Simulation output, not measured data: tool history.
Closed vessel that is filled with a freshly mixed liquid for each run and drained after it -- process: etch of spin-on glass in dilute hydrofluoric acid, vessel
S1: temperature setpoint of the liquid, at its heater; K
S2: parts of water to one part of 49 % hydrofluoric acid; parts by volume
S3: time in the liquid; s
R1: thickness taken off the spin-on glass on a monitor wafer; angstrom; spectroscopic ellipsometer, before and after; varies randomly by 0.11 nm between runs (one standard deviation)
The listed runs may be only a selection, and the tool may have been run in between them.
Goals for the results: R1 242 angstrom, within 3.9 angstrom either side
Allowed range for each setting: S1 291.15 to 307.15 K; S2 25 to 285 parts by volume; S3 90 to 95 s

Run 1, hour 0: S1 299.15 K, S2 155 parts by volume, S3 90 s. Result: R1 232.49 angstrom.
Run 2, hour 8.9: S1 299.65 K, S2 155 parts by volume, S3 90 s. Result: R1 237.42 angstrom.
Run 3, hour 16.3: S1 299.65 K, S2 155 parts by volume, S3 95 s. Result: R1 252.06 angstrom.
Run 4, hour 18.4: S1 299.15 K, S2 155 parts by volume, S3 95 s. Result: R1 246.53 angstrom.
Run 5, hour 18.9: S1 299.15 K, S2 155 parts by volume, S3 90 s. Result: R1 230.62 angstrom.
Run 6, hour 25.8: S1 299.65 K, S2 155 parts by volume, S3 90 s. Result: R1 236.54 angstrom.
At hour 29.5: thermometer replaced.
Run 7, hour 29.5: S1 300.15 K, S2 155 parts by volume, S3 90 s. Result: R1 227.95 angstrom.
Run 8, hour 36.3: S1 299.65 K, S2 150 parts by volume, S3 90 s. Result: R1 233.05 angstrom.

Of the 4 settings listed for the next run, only one would bring every result within its allowed miss of target. Which one?
Run A, hour 43.1: S1 297.15 K, S2 145 parts by volume, S3 95 s. Result: R1 ?.
Run B, hour 43.1: S1 300.65 K, S2 150 parts by volume, S3 90 s. Result: R1 ?.
Run C, hour 43.1: S1 295.15 K, S2 135 parts by volume, S3 95 s. Result: R1 ?.
Run D, hour 43.1: S1 295.15 K, S2 140 parts by volume, S3 95 s. Result: R1 ?.

move      R1
   A  232.58
   B  241.52
   C  233.75
   D  224.15
A: further off than the last run
B: every result within its allowed miss
C: nearer the targets than the last run, but a result is still out of spec
D: further off than the last run
The move that meets every target is B.
